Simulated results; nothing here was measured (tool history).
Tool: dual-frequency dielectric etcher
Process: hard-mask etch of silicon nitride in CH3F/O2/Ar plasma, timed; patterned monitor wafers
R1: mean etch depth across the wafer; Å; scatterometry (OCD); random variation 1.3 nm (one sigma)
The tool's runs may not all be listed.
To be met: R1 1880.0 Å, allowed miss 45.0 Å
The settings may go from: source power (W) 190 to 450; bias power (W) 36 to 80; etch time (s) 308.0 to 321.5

Run 1, day 0.000: source power (W) 320, bias power (W) 58, etch time (s) 308.0. Result: R1 1693.0 Å.
Run 2, day 0.108: source power (W) 330, bias power (W) 59, etch time (s) 308.0. Result: R1 1730.6 Å.
Run 3, day 0.175: source power (W) 340, bias power (W) 59, etch time (s) 308.0. Result: R1 1731.1 Å.
Run 4, day 0.250: source power (W) 300, bias power (W) 59, etch time (s) 308.0. Result: R1 1663.8 Å.
Run 5, day 0.508: source power (W) 240, bias power (W) 59, etch time (s) 308.0. Result: R1 1506.8 Å.
Run 6, day 0.729: source power (W) 260, bias power (W) 60, etch time (s) 308.0. Result: R1 1570.3 Å.
Run 7, day 1.046: source power (W) 260, bias power (W) 60, etch time (s) 308.0. Result: R1 1573.1 Å.
Run 8, day 1.321: source power (W) 270, bias power (W) 61, etch time (s) 308.0. Result: R1 1583.7 Å.
Run 9, day 1.662: source power (W) 330, bias power (W) 72, etch time (s) 312.5. Result: R1 1821.2 Å.

Which of these 4 next moves meets every target?
Run A, day 2.004: source power (W) 320, bias power (W) 64, etch time (s) 321.5. Result: R1 ?.
Run B, day 2.004: source power (W) 330, bias power (W) 71, etch time (s) 308.0. Result: R1 ?.
Run C, day 2.004: source power (W) 350, bias power (W) 64, etch time (s) 321.5. Result: R1 ?.
Run D, day 2.004: source power (W) 290, bias power (W) 77, etch time (s) 308.0. Result: R1 ?.

move      R1
   A  1805.6
   B  1799.5
   C  1868.8
   D  1752.2
A: further off than the last run
B: further off than the last run
C: meets every target
D: further off than the last run
Move C is the one to make.
